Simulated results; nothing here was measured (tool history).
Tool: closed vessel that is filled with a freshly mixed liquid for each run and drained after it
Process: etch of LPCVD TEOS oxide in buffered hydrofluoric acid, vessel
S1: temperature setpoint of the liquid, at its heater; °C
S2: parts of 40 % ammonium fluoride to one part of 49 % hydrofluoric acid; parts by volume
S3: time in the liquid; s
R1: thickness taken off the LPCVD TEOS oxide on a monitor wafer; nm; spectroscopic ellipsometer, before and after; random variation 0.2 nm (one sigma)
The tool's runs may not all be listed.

run	hour	S1	S2	S3	R1
1	0	23	10.5	30	37.308
2	5.2	26	10.5	30	43.685
3	7.7	23	10.5	30	37.578
4	14.2	22	10.5	30	35.167
5	15.3	23.5	10.5	30	38.907
6	20	22.5	10.5	30	36.621
7	27.4	21.5	10.5	30	34.712

For run 8, what comes out?
8	29.3	20.5	10.5	30	?

Run 8 came out at R1 32.255 nm.
